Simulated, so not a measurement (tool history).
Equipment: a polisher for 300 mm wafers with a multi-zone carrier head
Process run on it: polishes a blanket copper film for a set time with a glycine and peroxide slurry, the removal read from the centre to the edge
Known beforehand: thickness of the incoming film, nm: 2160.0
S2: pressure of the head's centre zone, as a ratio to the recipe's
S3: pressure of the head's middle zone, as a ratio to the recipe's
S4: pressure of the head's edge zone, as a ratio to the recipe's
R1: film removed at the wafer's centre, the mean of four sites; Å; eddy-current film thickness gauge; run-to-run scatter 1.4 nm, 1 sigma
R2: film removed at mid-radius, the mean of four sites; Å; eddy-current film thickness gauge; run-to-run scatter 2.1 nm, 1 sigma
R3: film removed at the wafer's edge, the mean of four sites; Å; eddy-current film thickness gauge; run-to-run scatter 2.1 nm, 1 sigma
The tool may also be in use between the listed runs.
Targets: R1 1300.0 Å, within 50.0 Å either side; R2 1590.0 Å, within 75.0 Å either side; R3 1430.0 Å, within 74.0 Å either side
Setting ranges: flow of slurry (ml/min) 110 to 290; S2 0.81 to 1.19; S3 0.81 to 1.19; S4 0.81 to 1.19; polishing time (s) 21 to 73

{"run": 1, "hour": 0.0, "flow of slurry (ml/min)": 185, "S2": 1.0, "S3": 1.0, "S4": 1.0, "polishing time (s)": 47, "R1": 2268.8, "R2": 2282.1, "R3": 2430.7}
{"run": 2, "hour": 6.8, "flow of slurry (ml/min)": 180, "S2": 0.98, "S3": 1.02, "S4": 0.97, "polishing time (s)": 42, "R1": 1962.5, "R2": 2078.1, "R3": 2109.0}
{"run": 3, "hour": 10.1, "flow of slurry (ml/min)": 180, "S2": 0.9, "S3": 1.02, "S4": 0.97, "polishing time (s)": 42, "R1": 1812.8, "R2": 2079.2, "R3": 2094.4}
{"run": 4, "hour": 12.0, "flow of slurry (ml/min)": 180, "S2": 0.95, "S3": 1.02, "S4": 0.97, "polishing time (s)": 42, "R1": 1883.1, "R2": 2074.0, "R3": 2144.8}
{"hour": 13.4, "done": "slurry nozzle cleaned"}
{"run": 5, "hour": 13.4, "flow of slurry (ml/min)": 185, "S2": 0.96, "S3": 1.04, "S4": 0.93, "polishing time (s)": 38, "R1": 1998.9, "R2": 2170.9, "R3": 2006.8}
{"run": 6, "hour": 18.8, "flow of slurry (ml/min)": 185, "S2": 0.96, "S3": 1.04, "S4": 0.93, "polishing time (s)": 44, "R1": 2342.1, "R2": 2491.8, "R3": 2415.4}
{"run": 7, "hour": 19.8, "flow of slurry (ml/min)": 210, "S2": 0.94, "S3": 1.04, "S4": 0.95, "polishing time (s)": 40, "R1": 2119.2, "R2": 2260.8, "R3": 2222.7}
{"run": 8, "hour": 28.0, "flow of slurry (ml/min)": 190, "S2": 0.94, "S3": 1.04, "S4": 0.95, "polishing time (s)": 37, "R1": 1979.8, "R2": 2084.9, "R3": 2021.5}
{"run": 9, "hour": 33.5, "flow of slurry (ml/min)": 170, "S2": 0.84, "S3": 1.08, "S4": 0.91, "polishing time (s)": 24, "R1": 1106.2, "R2": 1369.0, "R3": 1258.8}
{"run": 10, "hour": 39.6, "flow of slurry (ml/min)": 185, "S2": 0.84, "S3": 1.09, "S4": 0.92, "polishing time (s)": 24, "R1": 1144.8, "R2": 1420.7, "R3": 1285.7}
{"run": 11, "hour": 45.3, "flow of slurry (ml/min)": 235, "S2": 0.86, "S3": 1.11, "S4": 1.0, "polishing time (s)": 25, "R1": 1233.8, "R2": 1585.5, "R3": 1458.2}

Below are 5 possible settings for the next run. Only one of them brings all results inside the allowed miss of their targets. Which is it?
{"run": "A", "hour": 51.0, "flow of slurry (ml/min)": 290, "S2": 0.92, "S3": 0.93, "S4": 1.08, "polishing time (s)": 26, "R1": "?", "R2": "?", "R3": "?"}
{"run": "B", "hour": 51.0, "flow of slurry (ml/min)": 285, "S2": 0.89, "S3": 0.89, "S4": 1.04, "polishing time (s)": 26, "R1": "?", "R2": "?", "R3": "?"}
{"run": "C", "hour": 51.0, "flow of slurry (ml/min)": 290, "S2": 0.88, "S3": 1.11, "S4": 0.97, "polishing time (s)": 25, "R1": "?", "R2": "?", "R3": "?"}
{"run": "D", "hour": 51.0, "flow of slurry (ml/min)": 225, "S2": 0.85, "S3": 1.18, "S4": 1.08, "polishing time (s)": 24, "R1": "?", "R2": "?", "R3": "?"}
{"run": "E", "hour": 51.0, "flow of slurry (ml/min)": 270, "S2": 0.85, "S3": 1.13, "S4": 1.02, "polishing time (s)": 24, "R1": "?", "R2": "?", "R3": "?"}

move=A R1=1388.2 R2=1459.3 R3=1554.2
move=B R1=1339.5 R2=1404.7 R3=1524.1
move=C R1=1277.9 R2=1630.4 R3=1414.6
move=D R1=1146.1 R2=1600.4 R3=1397.3
move=E R1=1174.8 R2=1577.3 R3=1382.8
A: takes the result that was furthest off past its target
B: corrects the largest miss of the last run, while another result sits out of spec
C: meets every target
D: lands further from the targets than the last run did
E: lands further from the targets than the last run did
Answer: C

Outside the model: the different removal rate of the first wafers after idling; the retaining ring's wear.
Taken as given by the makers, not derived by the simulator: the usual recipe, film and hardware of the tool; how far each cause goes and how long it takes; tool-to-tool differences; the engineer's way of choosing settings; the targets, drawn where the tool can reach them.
